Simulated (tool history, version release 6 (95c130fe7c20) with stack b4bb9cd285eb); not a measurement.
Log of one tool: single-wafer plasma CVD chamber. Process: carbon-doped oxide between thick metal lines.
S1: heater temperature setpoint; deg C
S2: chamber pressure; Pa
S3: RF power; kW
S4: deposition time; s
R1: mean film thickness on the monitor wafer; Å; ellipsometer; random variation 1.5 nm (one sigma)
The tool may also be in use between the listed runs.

| run | hour | S1 | S2 | S3 | S4 | R1 |
|---|---|---|---|---|---|---|
| 1 | 0.0 | 350 | 619 | 0.385 | 155 | 6274.4 |
| 2 | 8.5 | 352 | 592 | 0.375 | 155 | 6028.3 |
| 3 | 12.6 | 354 | 567 | 0.370 | 155 | 5914.3 |
| 4 | 18.1 | 354 | 567 | 0.420 | 155 | 6636.1 |
| 5 | 24.3 | 354 | 567 | 0.370 | 155 | 5912.4 |
| 6 | 26.3 | 356 | 545 | 0.365 | 155 | 5757.5 |
| 7 | 27.2 | 356 | 545 | 0.365 | 155 | 5760.7 |
| 8 | 34.2 | 358 | 527 | 0.360 | 155 | 5609.7 |
| 9 | 42.7 | 360 | 509 | 0.355 | 155 | 5467.7 |
| 10 | 50.5 | 361 | 495 | 0.350 | 155 | 5386.5 |
| 11 | 57.3 | 362 | 481 | 0.345 | 155 | 5242.4 |
| 12 | 62.7 | 363 | 469 | 0.345 | 155 | 5223.8 |
| 13 | 64.7 | 364 | 459 | 0.345 | 155 | 5176.6 |
|  | 71.9 | capacitance manometer re-zeroed and calibrated |
| 14 | 71.9 | 365 | 449 | 0.345 | 155 | 5108.3 |
| 15 | 73.2 | 366 | 440 | 0.345 | 155 | 5121.4 |
| 16 | 78.2 | 367 | 432 | 0.345 | 155 | 5087.7 |

Run 17 comes next. What will it give?
| 17 | 81.9 | 368 | 425 | 0.345 | 155 | ? |

Run 17 gave R1 5053.2 Å.

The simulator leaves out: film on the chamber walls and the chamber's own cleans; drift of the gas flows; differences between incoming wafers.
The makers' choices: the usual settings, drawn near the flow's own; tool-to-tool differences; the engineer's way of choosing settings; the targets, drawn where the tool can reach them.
